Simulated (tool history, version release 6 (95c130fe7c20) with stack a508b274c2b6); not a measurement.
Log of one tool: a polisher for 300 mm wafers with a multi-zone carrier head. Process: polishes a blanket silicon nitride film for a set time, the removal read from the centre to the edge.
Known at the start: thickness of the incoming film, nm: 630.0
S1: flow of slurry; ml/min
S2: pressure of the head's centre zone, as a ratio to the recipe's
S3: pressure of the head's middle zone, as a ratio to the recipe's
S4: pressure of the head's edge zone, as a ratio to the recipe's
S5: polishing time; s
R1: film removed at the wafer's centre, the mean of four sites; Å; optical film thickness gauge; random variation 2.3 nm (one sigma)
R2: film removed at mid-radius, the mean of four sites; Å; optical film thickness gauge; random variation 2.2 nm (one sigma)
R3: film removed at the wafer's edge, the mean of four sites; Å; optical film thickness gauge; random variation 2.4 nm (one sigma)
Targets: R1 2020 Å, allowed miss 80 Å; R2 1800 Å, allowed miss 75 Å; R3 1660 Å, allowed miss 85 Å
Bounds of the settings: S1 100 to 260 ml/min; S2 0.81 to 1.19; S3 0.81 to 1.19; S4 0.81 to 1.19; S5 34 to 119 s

run,hour,S1,S2,S3,S4,S5,R1,R2,R3
1,0,165,1,1,1,76,1333.4,1361.1,1347.1
2,2.3,165,1.07,1,1,76,1469.7,1373.3,1346.5
3,6.7,165,1.07,1,1,63,1207.1,1125.6,1094.8
4,10.6,180,1.1,1.03,1.02,70,1374.1,1284.6,1235.4
5,17.8,180,1.07,1.03,1.02,70,1342.8,1302.7,1231.6
6,25,180,1.07,1.03,1.05,70,1349.6,1272,1255.6
7,32.4,180,1.07,1.03,1.05,70,1367.6,1287.7,1260.8
8,40.6,190,1.11,1.06,1.07,75,1500.8,1415.2,1357.6
9,45,200,1.13,1.06,1.06,79,1621,1505.1,1477.4
10,45.8,190,1.15,1.05,1.01,83,1733.1,1605.1,1489.2
11,52,195,1.16,1.05,1,85,1819.5,1618.7,1474.1
12,54.4,200,1.17,1.06,1.02,87,1872.6,1637.1,1567
13,61.2,205,1.18,1.07,1.02,88,1881.6,1707,1558.1
14,64,205,1.18,1.07,1.02,88,1906.7,1723.2,1529.3
15,71.9,205,1.18,1.07,1.03,89,1941.2,1725.5,1624.3

Which of these 5 next moves meets every target?
A,79.8,240,1.15,1.01,1,86,?,?,?
B,79.8,180,1.19,0.9,1.1,94,?,?,?
C,79.8,200,1.19,0.97,1.19,85,?,?,?
D,79.8,220,1.19,1.1,1.02,90,?,?,?
E,79.8,190,1.16,0.99,1.15,84,?,?,?

move,R1,R2,R3
A,1878.4,1616.2,1550.2
B,2045.1,1550.2,1735
C,1877.3,1511.5,1647.9
D,2014.3,1801,1624.4
E,1795.8,1510.5,1592.1
A: further off than the last run
B: further off than the last run
C: further off than the last run
D: meets every target
E: further off than the last run
Answer: D
